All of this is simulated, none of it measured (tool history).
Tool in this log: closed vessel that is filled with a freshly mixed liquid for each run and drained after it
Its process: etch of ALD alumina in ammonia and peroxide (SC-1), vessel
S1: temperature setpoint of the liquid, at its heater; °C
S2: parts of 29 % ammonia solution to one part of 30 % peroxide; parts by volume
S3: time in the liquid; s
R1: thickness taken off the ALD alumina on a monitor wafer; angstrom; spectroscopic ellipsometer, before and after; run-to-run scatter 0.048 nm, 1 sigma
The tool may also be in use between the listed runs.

Run 1, day 0: S1 56 °C, S2 0.7 parts by volume, S3 30 s. Result: R1 27.872 angstrom.
Run 2, day 0.283: S1 58 °C, S2 0.7 parts by volume, S3 30 s. Result: R1 31.188 angstrom.
Run 3, day 0.592: S1 59.5 °C, S2 0.7 parts by volume, S3 30 s. Result: R1 34.35 angstrom.
Run 4, day 0.704: S1 59.5 °C, S2 0.95 parts by volume, S3 30 s. Result: R1 34.809 angstrom.
Run 5, day 0.9: S1 59.5 °C, S2 0.95 parts by volume, S3 30 s. Result: R1 35.067 angstrom.
Run 6, day 0.938: S1 56.5 °C, S2 0.95 parts by volume, S3 30 s. Result: R1 29.705 angstrom.
Run 7, day 1.071: S1 58.5 °C, S2 0.95 parts by volume, S3 30 s. Result: R1 33.555 angstrom.
Run 8, day 1.246: S1 60 °C, S2 0.95 parts by volume, S3 30 s. Result: R1 35.644 angstrom.
Run 9, day 1.358: S1 61.5 °C, S2 0.95 parts by volume, S3 30 s. Result: R1 38.676 angstrom.

The next listed run, before its measurement:
Run 10, day 1.717: S1 61.5 °C, S2 0.95 parts by volume, S3 30 s. Result: R1 ?.

Run 10 produced R1 38.431 angstrom.
